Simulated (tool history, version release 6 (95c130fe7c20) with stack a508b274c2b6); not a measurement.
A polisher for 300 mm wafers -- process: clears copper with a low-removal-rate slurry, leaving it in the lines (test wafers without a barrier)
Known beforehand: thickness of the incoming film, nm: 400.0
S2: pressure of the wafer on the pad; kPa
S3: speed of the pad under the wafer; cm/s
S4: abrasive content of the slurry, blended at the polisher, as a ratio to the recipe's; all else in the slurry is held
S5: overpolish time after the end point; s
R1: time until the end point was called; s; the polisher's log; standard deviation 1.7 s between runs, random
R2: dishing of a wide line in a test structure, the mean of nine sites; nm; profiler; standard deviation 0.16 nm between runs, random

Run 1, hour 0.0: flow of slurry (ml/min) 305, S2 21.4 kPa, S3 98 cm/s, S4 1.00, S5 9 s. Result: R1 147.44 s, R2 15.9060 nm.
Run 2, hour 3.9: flow of slurry (ml/min) 305, S2 21.4 kPa, S3 100 cm/s, S4 1.00, S5 8 s. Result: R1 137.70 s, R2 15.0320 nm.
Run 3, hour 9.9: flow of slurry (ml/min) 305, S2 15.9 kPa, S3 100 cm/s, S4 1.00, S5 8 s. Result: R1 167.23 s, R2 13.1490 nm.
Run 4, hour 17.1: flow of slurry (ml/min) 305, S2 18.6 kPa, S3 96 cm/s, S4 1.00, S5 7 s. Result: R1 159.82 s, R2 12.1210 nm.
Run 5, hour 22.8: flow of slurry (ml/min) 305, S2 18.6 kPa, S3 106 cm/s, S4 1.00, S5 7 s. Result: R1 146.10 s, R2 12.7800 nm.
Run 6, hour 24.6: flow of slurry (ml/min) 305, S2 18.6 kPa, S3 106 cm/s, S4 1.00, S5 4 s. Result: R1 146.53 s, R2 7.7561 nm.
Run 7, hour 27.0: flow of slurry (ml/min) 300, S2 20.0 kPa, S3 106 cm/s, S4 0.95, S5 4 s. Result: R1 147.33 s, R2 7.7421 nm.
Run 8, hour 31.7: flow of slurry (ml/min) 300, S2 21.4 kPa, S3 106 cm/s, S4 0.90, S5 4 s. Result: R1 142.69 s, R2 8.0490 nm.
Run 9, hour 38.1: flow of slurry (ml/min) 300, S2 21.4 kPa, S3 106 cm/s, S4 0.90, S5 4 s. Result: R1 139.32 s, R2 7.8747 nm.
Run 10, hour 43.5: flow of slurry (ml/min) 300, S2 22.1 kPa, S3 106 cm/s, S4 0.90, S5 4 s. Result: R1 136.54 s, R2 8.0108 nm.
Run 11, hour 44.0: flow of slurry (ml/min) 300, S2 22.8 kPa, S3 106 cm/s, S4 0.90, S5 4 s. Result: R1 134.08 s, R2 8.1867 nm.

What does the tool deliver on the next run?
Run 12, hour 52.1: flow of slurry (ml/min) 300, S2 24.8 kPa, S3 114 cm/s, S4 0.90, S5 3 s. Result: R1 ?, R2 ?.

{"run 12": {"R1": 120.43, "R2": 6.5998}}

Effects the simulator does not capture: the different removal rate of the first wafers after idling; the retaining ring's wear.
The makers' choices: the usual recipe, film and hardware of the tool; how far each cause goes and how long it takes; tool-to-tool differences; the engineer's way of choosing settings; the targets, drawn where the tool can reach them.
